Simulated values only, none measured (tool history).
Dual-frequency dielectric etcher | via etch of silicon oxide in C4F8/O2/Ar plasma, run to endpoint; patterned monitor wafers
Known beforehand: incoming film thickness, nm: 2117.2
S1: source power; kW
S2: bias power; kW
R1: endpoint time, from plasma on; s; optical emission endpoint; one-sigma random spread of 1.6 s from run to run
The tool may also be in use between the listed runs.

run,hour,S1,S2,R1
1,0.0,1.790,2.762,431.93
2,1.2,2.100,2.762,399.65
3,8.7,2.100,3.181,385.76
4,14.8,1.930,3.105,400.40
5,23.4,1.780,3.039,421.61
6,25.3,1.680,2.999,434.11
7,33.4,1.600,2.969,447.32

Forecast run 8:
8,41.5,1.550,2.951,?

R1: 453.97 s
